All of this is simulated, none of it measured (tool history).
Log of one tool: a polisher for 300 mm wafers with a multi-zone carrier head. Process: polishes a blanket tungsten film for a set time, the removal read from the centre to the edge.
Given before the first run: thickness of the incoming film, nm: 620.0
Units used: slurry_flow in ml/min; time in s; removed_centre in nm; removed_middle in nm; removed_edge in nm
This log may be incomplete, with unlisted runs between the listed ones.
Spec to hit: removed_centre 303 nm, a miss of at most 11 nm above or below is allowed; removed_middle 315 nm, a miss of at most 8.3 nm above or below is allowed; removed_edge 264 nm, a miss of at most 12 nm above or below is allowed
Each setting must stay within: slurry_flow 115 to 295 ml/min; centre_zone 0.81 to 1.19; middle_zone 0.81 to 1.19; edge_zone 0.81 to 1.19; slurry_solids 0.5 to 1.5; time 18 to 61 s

run	hour	slurry_flow	centre_zone	middle_zone	edge_zone	slurry_solids	time	removed_centre	removed_middle	removed_edge
1	0	190	1	1	1	1	39	243.99	248.08	251.12
2	0.6	200	1.02	1.02	1	1	39	246.58	251.21	255.8
3	5.4	200	1.02	1.02	1	1	33	213.28	216.11	208.17
4	10.4	205	1.04	1.04	0.99	1.05	34	233.48	229.42	226.87
5	15.4	220	1.04	1.04	0.99	1.05	34	229.8	228.25	227.17
6	21.1	220	1.04	1.04	0.99	1.05	30	202.98	203.68	197.16
7	30	205	1.04	1.06	0.96	1.1	31	207.45	213.35	200.72
8	33	255	1.14	1.16	0.98	1.35	37	301.84	292.91	255.51

5 next moves are on the table. One of them brings every result within its allowed miss. Which?
A	36	260	1.15	1.09	0.97	1.4	35	?	?	?
B	36	275	1.11	1.1	1.02	1.35	37	?	?	?
C	36	240	1.11	1.18	0.94	1.25	40	?	?	?
D	36	245	1.16	1.05	1.03	1.15	37	?	?	?
E	36	225	1.17	1.19	0.89	1.25	37	?	?	?

move	removed_centre	removed_middle	removed_edge
A	289.02	271.37	247.43
B	294.02	288.17	266.65
C	307.09	320.07	268.75
D	291.3	262.84	255.26
E	297.13	296	241.05
A: lands further from the targets than the last run did
B: lands further from the targets than the last run did
C: every result within its allowed miss
D: lands further from the targets than the last run did
E: nearer than the last run, and not there yet
So the answer is move C, the one that meets all the targets.
